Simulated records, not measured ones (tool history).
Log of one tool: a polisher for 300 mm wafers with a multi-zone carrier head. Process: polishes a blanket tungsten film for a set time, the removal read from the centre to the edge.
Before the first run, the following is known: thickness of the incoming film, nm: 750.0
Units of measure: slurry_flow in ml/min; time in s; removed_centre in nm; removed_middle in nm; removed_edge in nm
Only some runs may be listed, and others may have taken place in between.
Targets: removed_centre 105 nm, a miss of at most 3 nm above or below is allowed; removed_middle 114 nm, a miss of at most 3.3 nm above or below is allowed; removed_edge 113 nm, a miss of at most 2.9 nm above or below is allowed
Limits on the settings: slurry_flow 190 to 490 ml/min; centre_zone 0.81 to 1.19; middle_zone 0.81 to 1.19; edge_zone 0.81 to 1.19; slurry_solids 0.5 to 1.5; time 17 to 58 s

| run | day | slurry_flow | centre_zone | middle_zone | edge_zone | slurry_solids | time | removed_centre | removed_middle | removed_edge |
|---|---|---|---|---|---|---|---|---|---|---|
| 1 | 0 | 315 | 1 | 1 | 1 | 1 | 37 | 118.12 | 116.83 | 118.5 |
| 2 | 0.246 | 315 | 1 | 1 | 1 | 1.15 | 37 | 122.89 | 120.15 | 123.76 |
| 3 | 0.458 | 315 | 1 | 1 | 1 | 1 | 37 | 117.3 | 113.09 | 118.13 |
| 4 | 0.538 | 315 | 1 | 1 | 1 | 1 | 32 | 101.63 | 101.21 | 103.54 |
| 5 | 0.671 | 315 | 1 | 1 | 1 | 1 | 29 | 92.448 | 90.436 | 92.869 |
| 6 | 1.021 | 315 | 1 | 1 | 1 | 1.1 | 29 | 93.409 | 94.609 | 95.977 |
| 7 | 1.162 | 325 | 1.01 | 1.02 | 1.03 | 1.15 | 29 | 97.048 | 95.648 | 97.676 |
| 8 | 1.442 | 325 | 1 | 1.03 | 1.04 | 1.2 | 29 | 97.365 | 95.815 | 98.815 |

Below are 4 possible settings for the next run. Only one of them brings all results inside the allowed miss of their targets. Which is it?
| A | 1.721 | 345 | 0.92 | 1.03 | 0.96 | 1.3 | 33 | ? | ? | ? |
| B | 1.721 | 300 | 1 | 1.15 | 1 | 1.2 | 28 | ? | ? | ? |
| C | 1.721 | 265 | 1.08 | 1.03 | 1 | 0.95 | 34 | ? | ? | ? |
| D | 1.721 | 290 | 0.98 | 1.09 | 1.03 | 1.1 | 32 | ? | ? | ? |

| move | removed_centre | removed_middle | removed_edge |
|---|---|---|---|
| A | 103.19 | 113.21 | 111.38 |
| B | 91.965 | 99.653 | 93.266 |
| C | 111.97 | 104.74 | 105.8 |
| D | 100.32 | 107.21 | 105.51 |
A: every result lands within tolerance
B: further off than the last run
C: moves toward the targets from the last run without getting all of them in spec
D: moves toward the targets from the last run without getting all of them in spec
The right move is A.

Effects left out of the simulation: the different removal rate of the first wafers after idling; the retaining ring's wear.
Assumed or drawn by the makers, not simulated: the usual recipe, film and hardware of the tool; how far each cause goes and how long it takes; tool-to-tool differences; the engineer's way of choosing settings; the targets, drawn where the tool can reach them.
